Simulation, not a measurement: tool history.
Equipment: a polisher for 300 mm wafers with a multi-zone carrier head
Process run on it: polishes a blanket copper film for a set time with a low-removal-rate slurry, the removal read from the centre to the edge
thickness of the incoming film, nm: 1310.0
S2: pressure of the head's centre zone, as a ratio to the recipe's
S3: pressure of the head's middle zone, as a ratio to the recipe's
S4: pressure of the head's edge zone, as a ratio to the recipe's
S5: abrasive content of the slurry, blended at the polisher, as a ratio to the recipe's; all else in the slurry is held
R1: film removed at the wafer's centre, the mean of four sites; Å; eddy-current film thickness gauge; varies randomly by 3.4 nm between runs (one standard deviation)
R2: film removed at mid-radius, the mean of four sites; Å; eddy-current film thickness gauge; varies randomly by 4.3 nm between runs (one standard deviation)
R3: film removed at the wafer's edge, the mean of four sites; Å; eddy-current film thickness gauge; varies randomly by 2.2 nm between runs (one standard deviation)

{"run": 1, "hour": 0.0, "flow of slurry (ml/min)": 275, "S2": 1.0, "S3": 1.0, "S4": 1.0, "S5": 1.0, "polishing time (s)": 79, "R1": 1769.6, "R2": 1756.0, "R3": 1821.9}
{"run": 2, "hour": 2.4, "flow of slurry (ml/min)": 275, "S2": 1.0, "S3": 1.0, "S4": 1.0, "S5": 0.8, "polishing time (s)": 79, "R1": 1642.3, "R2": 1643.2, "R3": 1704.3}
{"run": 3, "hour": 3.6, "flow of slurry (ml/min)": 285, "S2": 1.03, "S3": 1.03, "S4": 1.01, "S5": 0.9, "polishing time (s)": 82, "R1": 1835.0, "R2": 1813.2, "R3": 1816.6}
{"run": 4, "hour": 11.9, "flow of slurry (ml/min)": 330, "S2": 1.03, "S3": 1.03, "S4": 1.01, "S5": 0.9, "polishing time (s)": 82, "R1": 1876.5, "R2": 1847.3, "R3": 1860.0}
{"hour": 16.2, "done": "worn pad replaced by a new one"}
{"run": 5, "hour": 16.2, "flow of slurry (ml/min)": 335, "S2": 1.05, "S3": 1.05, "S4": 1.02, "S5": 1.0, "polishing time (s)": 85, "R1": 2277.3, "R2": 2264.5, "R3": 2215.1}
{"run": 6, "hour": 23.8, "flow of slurry (ml/min)": 335, "S2": 1.05, "S3": 1.05, "S4": 1.02, "S5": 1.0, "polishing time (s)": 102, "R1": 2755.0, "R2": 2705.0, "R3": 2661.0}
{"run": 7, "hour": 30.3, "flow of slurry (ml/min)": 345, "S2": 1.06, "S3": 1.06, "S4": 1.02, "S5": 1.0, "polishing time (s)": 102, "R1": 2821.2, "R2": 2766.0, "R3": 2677.4}
{"run": 8, "hour": 32.8, "flow of slurry (ml/min)": 355, "S2": 1.07, "S3": 1.07, "S4": 1.02, "S5": 1.0, "polishing time (s)": 102, "R1": 2805.6, "R2": 2788.8, "R3": 2666.2}
{"run": 9, "hour": 40.8, "flow of slurry (ml/min)": 360, "S2": 1.09, "S3": 1.08, "S4": 1.03, "S5": 1.0, "polishing time (s)": 102, "R1": 2824.2, "R2": 2778.2, "R3": 2731.8}

What will run 10 give?
{"run": 10, "hour": 49.4, "flow of slurry (ml/min)": 370, "S2": 1.1, "S3": 1.08, "S4": 1.01, "S5": 1.0, "polishing time (s)": 102, "R1": "?", "R2": "?", "R3": "?"}

R1: 2845.0 Å
R2: 2826.1 Å
R3: 2665.5 Å

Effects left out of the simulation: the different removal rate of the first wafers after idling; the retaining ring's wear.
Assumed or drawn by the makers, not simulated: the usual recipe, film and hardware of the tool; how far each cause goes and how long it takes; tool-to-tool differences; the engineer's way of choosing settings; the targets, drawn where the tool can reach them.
